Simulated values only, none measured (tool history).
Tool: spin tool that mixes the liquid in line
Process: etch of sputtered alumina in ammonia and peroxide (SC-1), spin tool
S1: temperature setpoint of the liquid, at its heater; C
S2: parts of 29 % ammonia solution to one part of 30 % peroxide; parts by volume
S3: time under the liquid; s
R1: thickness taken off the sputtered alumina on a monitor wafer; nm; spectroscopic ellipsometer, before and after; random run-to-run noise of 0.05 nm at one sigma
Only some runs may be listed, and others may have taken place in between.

{"run": 1, "hour": 0.0, "S1": 60.0, "S2": 0.5, "S3": 40, "R1": 3.4587}
{"run": 2, "hour": 6.3, "S1": 57.5, "S2": 0.5, "S3": 40, "R1": 3.0645}
{"run": 3, "hour": 9.5, "S1": 57.5, "S2": 0.6, "S3": 40, "R1": 3.1356}
{"run": 4, "hour": 11.9, "S1": 59.0, "S2": 0.6, "S3": 40, "R1": 3.3442}
{"run": 5, "hour": 17.6, "S1": 60.5, "S2": 0.6, "S3": 40, "R1": 3.6473}
{"run": 6, "hour": 22.8, "S1": 60.5, "S2": 0.7, "S3": 40, "R1": 3.6571}
{"run": 7, "hour": 29.4, "S1": 61.5, "S2": 0.7, "S3": 40, "R1": 3.9243}

Forecast run 8:
{"run": 8, "hour": 33.1, "S1": 62.5, "S2": 0.7, "S3": 40, "R1": "?"}

{"run 8": {"R1": 4.0637}}

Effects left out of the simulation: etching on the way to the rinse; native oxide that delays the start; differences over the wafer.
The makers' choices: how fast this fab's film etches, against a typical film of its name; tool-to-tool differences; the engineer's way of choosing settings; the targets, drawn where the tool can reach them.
